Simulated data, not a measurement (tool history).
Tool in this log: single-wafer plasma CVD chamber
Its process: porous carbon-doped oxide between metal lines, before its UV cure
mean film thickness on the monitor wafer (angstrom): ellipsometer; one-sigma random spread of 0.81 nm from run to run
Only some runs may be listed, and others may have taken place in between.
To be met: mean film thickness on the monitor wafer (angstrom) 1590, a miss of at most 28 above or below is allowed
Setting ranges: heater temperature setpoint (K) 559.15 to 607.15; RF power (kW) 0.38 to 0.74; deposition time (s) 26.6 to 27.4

run,day,heater temperature setpoint (K),RF power (kW),deposition time (s),mean film thickness on the monitor wafer (angstrom)
1,0,583.15,0.56,26.6,1434.9
2,0.312,576.15,0.56,26.6,1484.2
3,0.558,585.15,0.56,26.6,1423
4,0.704,585.15,0.52,26.6,1304.9
5,0.808,585.15,0.52,26.6,1320.2
6,0.929,582.15,0.525,26.6,1352.8
7,1.204,579.15,0.53,26.6,1372.8
8,1.421,577.15,0.535,26.6,1427.5
9,1.471,575.15,0.535,26.6,1412.5
10,1.625,573.15,0.54,26.6,1451.1
11,1.896,571.15,0.545,26.6,1480.6
12,1.962,570.15,0.545,26.6,1489.8
13,2.183,569.15,0.545,26.6,1494.8
14,2.25,568.15,0.545,26.6,1502.9
15,2.617,567.15,0.545,26.6,1513.2
16,2.938,567.15,0.545,26.6,1515.6
17,3.262,567.15,0.545,26.6,1504.3
18,3.608,566.15,0.545,26.6,1509.6
19,3.971,559.15,0.565,26.6,1648.6
20,4.321,560.15,0.565,26.6,1619

Consider the 5 candidate settings below. Which is the only one whose results all fall within their allowed miss of target?
A,4.671,559.15,0.55,27.4,?
B,4.671,560.15,0.585,26.6,?
C,4.671,563.15,0.54,27.4,?
D,4.671,561.15,0.58,26.7,?
E,4.671,559.15,0.555,27,?

move,mean film thickness on the monitor wafer (angstrom)
A,1646.8
B,1686.2
C,1581.6
D,1669.4
E,1637.7
A: lands further from the targets than the last run did
B: lands further from the targets than the last run did
C: in spec on every target
D: lands further from the targets than the last run did
E: lands further from the targets than the last run did
C meets every target.

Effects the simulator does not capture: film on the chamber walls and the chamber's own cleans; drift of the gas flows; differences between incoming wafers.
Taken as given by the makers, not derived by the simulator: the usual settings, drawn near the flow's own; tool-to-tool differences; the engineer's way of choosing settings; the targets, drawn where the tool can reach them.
